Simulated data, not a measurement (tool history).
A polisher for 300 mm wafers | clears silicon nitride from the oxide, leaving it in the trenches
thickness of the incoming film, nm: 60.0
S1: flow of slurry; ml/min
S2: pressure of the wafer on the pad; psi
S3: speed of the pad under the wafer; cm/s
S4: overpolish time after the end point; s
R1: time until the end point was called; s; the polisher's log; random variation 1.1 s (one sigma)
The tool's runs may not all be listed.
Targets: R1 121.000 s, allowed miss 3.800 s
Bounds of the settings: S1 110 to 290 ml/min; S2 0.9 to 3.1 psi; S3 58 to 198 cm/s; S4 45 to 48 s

Run 1, day 0.000: S1 185 ml/min, S2 2.0 psi, S3 128 cm/s, S4 45 s. Result: R1 89.786 s.
Run 2, day 0.083: S1 185 ml/min, S2 2.0 psi, S3 128 cm/s, S4 45 s. Result: R1 90.001 s.
Run 3, day 0.425: S1 185 ml/min, S2 2.0 psi, S3 152 cm/s, S4 45 s. Result: R1 76.912 s.
Run 4, day 0.767: S1 180 ml/min, S2 1.8 psi, S3 152 cm/s, S4 45 s. Result: R1 85.091 s.
Run 5, day 0.904: S1 145 ml/min, S2 1.8 psi, S3 152 cm/s, S4 45 s. Result: R1 87.940 s.
Run 6, day 0.979: S1 145 ml/min, S2 1.7 psi, S3 152 cm/s, S4 45 s. Result: R1 92.573 s.
Run 7, day 1.271: S1 145 ml/min, S2 1.7 psi, S3 152 cm/s, S4 45 s. Result: R1 91.661 s.
Run 8, day 1.308: S1 145 ml/min, S2 1.6 psi, S3 152 cm/s, S4 45 s. Result: R1 96.076 s.
Run 9, day 1.371: S1 145 ml/min, S2 1.5 psi, S3 152 cm/s, S4 45 s. Result: R1 103.060 s.
Run 10, day 1.488: S1 145 ml/min, S2 1.4 psi, S3 152 cm/s, S4 45 s. Result: R1 109.480 s.
Run 11, day 1.700: S1 145 ml/min, S2 1.3 psi, S3 152 cm/s, S4 45 s. Result: R1 117.110 s.

5 next moves are on the table. One of them brings every result within its allowed miss. Which?
Run A, day 1.912: S1 115 ml/min, S2 1.3 psi, S3 162 cm/s, S4 45 s. Result: R1 ?.
Run B, day 1.912: S1 150 ml/min, S2 1.4 psi, S3 148 cm/s, S4 48 s. Result: R1 ?.
Run C, day 1.912: S1 140 ml/min, S2 1.6 psi, S3 122 cm/s, S4 45 s. Result: R1 ?.
Run D, day 1.912: S1 170 ml/min, S2 1.5 psi, S3 134 cm/s, S4 45 s. Result: R1 ?.
Run E, day 1.912: S1 155 ml/min, S2 1.4 psi, S3 150 cm/s, S4 45 s. Result: R1 ?.

move       R1
   A  116.360
   B  112.130
   C  122.110
   D  113.660
   E  110.000
A: further off than the last run
B: further off than the last run
C: meets every target
D: further off than the last run
E: further off than the last run
Answer: C
